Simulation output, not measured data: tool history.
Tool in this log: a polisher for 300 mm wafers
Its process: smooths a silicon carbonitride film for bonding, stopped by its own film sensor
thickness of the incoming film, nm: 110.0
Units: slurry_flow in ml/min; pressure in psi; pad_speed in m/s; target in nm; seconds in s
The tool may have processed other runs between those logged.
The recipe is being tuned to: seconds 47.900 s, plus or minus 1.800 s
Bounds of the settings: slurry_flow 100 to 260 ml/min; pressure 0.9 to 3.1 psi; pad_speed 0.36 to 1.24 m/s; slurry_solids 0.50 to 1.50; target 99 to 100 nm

run,day,slurry_flow,pressure,pad_speed,slurry_solids,target,seconds
1,0.000,165,2.0,0.80,1.00,99,57.868
2,0.112,165,2.0,0.80,1.00,100,52.798
3,0.325,170,2.0,0.80,1.00,100,52.788
4,0.412,170,2.0,1.00,1.00,100,43.696
5,0.467,170,2.4,1.00,1.00,100,37.120
6,0.771,165,2.3,1.00,1.00,100,38.706
7,0.958,165,2.2,1.00,1.00,100,41.024
8,1.067,155,2.1,1.00,1.00,100,42.693
9,1.238,155,2.0,1.00,1.00,100,44.407

Which of these 5 next moves meets every target?
A,1.408,165,2.1,0.96,1.00,100,?
B,1.408,210,2.1,0.92,0.75,100,?
C,1.408,170,2.2,1.00,1.00,100,?
D,1.408,160,2.2,1.04,0.95,100,?
E,1.408,160,2.6,0.92,0.75,100,?

move,seconds
A,43.674
B,48.148
C,40.436
D,40.303
E,41.829
A: further off than the last run
B: meets every target
C: further off than the last run
D: further off than the last run
E: further off than the last run
The right move is B.

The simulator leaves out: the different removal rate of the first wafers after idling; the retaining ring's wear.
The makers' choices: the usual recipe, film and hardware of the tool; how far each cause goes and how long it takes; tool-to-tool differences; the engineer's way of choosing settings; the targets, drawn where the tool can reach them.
